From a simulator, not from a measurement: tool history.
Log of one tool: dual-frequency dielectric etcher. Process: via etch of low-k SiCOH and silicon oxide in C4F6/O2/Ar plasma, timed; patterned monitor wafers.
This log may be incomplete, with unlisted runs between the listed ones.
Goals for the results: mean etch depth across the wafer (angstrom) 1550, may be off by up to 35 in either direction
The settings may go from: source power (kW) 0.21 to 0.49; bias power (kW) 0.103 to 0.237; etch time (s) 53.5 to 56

run,hour,source power (kW),bias power (kW),etch time (s),mean etch depth across the wafer (angstrom)
1,0,0.35,0.17,53.5,1255.2
2,7.7,0.35,0.17,53.5,1268.7
3,9.4,0.3,0.17,53.5,1164.3
4,14.6,0.33,0.173,53.5,1238.4
5,16.6,0.36,0.175,53.5,1290.5
6,18.8,0.38,0.177,53.5,1324.7
7,24.5,0.4,0.18,53.5,1357.3
8,30.2,0.41,0.184,53.5,1397.8
9,37,0.42,0.185,53.5,1420.7
10,45.4,0.43,0.186,53.5,1426.2
11,50.3,0.44,0.188,53.5,1457.2
12,52.6,0.45,0.189,53.5,1465.5
13,53.7,0.46,0.191,53.5,1491.1
14,55.2,0.46,0.192,53.5,1478.6
15,64,0.46,0.194,53.5,1484.3
16,70.9,0.46,0.195,53.5,1489.2
17,71.5,0.46,0.196,53.5,1496.8

Next run, 5 choices. One meets every target within its allowed miss, the rest don't. Which?
A,72.1,0.49,0.193,54.5,?
B,72.1,0.37,0.235,53.5,?
C,72.1,0.39,0.203,56,?
D,72.1,0.48,0.22,55.5,?
E,72.1,0.4,0.194,55.5,?

move,mean etch depth across the wafer (angstrom)
A,1547.8
B,1432.8
C,1458.4
D,1634.5
E,1439.3
A: each result inside its tolerance
B: its largest miss is bigger than the last run's
C: its largest miss is bigger than the last run's
D: moves the result that the last run missed by most past its target, out the other side
E: its largest miss is bigger than the last run's
Go with A: it meets all targets.

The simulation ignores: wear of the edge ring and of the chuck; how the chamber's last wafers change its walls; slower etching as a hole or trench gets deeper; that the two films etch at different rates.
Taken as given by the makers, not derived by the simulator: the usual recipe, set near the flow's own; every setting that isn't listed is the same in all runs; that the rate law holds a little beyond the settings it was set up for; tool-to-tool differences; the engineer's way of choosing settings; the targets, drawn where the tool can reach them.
